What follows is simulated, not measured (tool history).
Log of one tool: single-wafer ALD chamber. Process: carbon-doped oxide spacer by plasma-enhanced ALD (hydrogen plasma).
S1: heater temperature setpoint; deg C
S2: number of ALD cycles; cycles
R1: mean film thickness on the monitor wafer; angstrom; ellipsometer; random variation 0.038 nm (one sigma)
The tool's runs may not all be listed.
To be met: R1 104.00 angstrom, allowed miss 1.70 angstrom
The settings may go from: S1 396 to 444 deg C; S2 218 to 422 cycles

run	hour	S1	S2	R1
1	0.0	420	320	153.76
2	6.3	427	285	133.58
3	11.7	427	251	117.86
4	19.0	423	251	119.36
5	23.1	427	241	113.42
6	30.6	431	236	108.84
7	34.2	434	235	108.13
8	40.5	434	235	107.83
9	42.2	436	234	106.51

Which of these 5 next moves meets every target?
A	43.9	435	237	?
B	43.9	437	237	?
C	43.9	431	225	?
D	43.9	427	230	?
E	43.9	438	246	?

move	R1
A	107.51
B	106.72
C	103.57
D	107.41
E	110.36
A: further off than the last run
B: further off than the last run
C: meets every target
D: further off than the last run
E: further off than the last run
Move C is the one to make.

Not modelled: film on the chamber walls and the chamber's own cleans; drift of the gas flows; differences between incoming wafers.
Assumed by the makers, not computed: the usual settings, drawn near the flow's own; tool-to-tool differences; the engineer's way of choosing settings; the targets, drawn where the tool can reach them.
